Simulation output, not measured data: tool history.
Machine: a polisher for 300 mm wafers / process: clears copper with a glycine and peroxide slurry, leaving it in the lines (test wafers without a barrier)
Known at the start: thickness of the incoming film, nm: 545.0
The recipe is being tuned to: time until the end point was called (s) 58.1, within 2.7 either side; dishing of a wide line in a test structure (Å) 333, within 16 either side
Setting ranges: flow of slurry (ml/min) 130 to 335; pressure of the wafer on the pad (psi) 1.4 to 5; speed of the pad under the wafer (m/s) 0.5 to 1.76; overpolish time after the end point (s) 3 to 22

run,hour,flow of slurry (ml/min),pressure of the wafer on the pad (psi),speed of the pad under the wafer (m/s),overpolish time after the end point (s),time until the end point was called (s),dishing of a wide line in a test structure (Å)
1,0,215,3.2,1.12,11,80.734,500.22
2,1.9,240,3.2,1.12,11,77.527,499.24
3,3.4,240,3.2,1.26,11,71.485,538.76
4,5.5,195,3.2,1.26,11,72.871,508.96
5,7,195,3.2,1.48,11,65.933,572.25
6,10.4,215,3.2,1.48,11,64.579,567.09
7,18.5,215,3.2,1.52,9,64.271,513.65
8,22.8,190,3.3,1.54,7,62.444,414.8
9,29.1,190,3.4,1.54,6,61.761,380.97
10,37.5,195,3.7,1.54,3,56.507,211.71
11,45.6,195,3.6,1.6,3,55.654,213.16

Exactly one of the 5 candidate moves below puts every result within its allowed miss. Which one?
A,53.7,175,3.4,1.44,5,?,?
B,53.7,165,4.1,1.42,6,?,?
C,53.7,205,3.2,1.68,5,?,?
D,53.7,240,3.6,1.76,5,?,?
E,53.7,155,4.3,1.66,5,?,?

move,time until the end point was called (s),dishing of a wide line in a test structure (Å)
A,65.835,301.27
B,58.962,388.89
C,59.565,327.9
D,51.867,369.72
E,51.139,375.63
A: closer than the last run, but not yet in spec
B: the result that was furthest off in the last run now lies on the other side of its target
C: all results in spec
D: the result that was furthest off in the last run now lies on the other side of its target
E: the result that was furthest off in the last run now lies on the other side of its target
Answer: C

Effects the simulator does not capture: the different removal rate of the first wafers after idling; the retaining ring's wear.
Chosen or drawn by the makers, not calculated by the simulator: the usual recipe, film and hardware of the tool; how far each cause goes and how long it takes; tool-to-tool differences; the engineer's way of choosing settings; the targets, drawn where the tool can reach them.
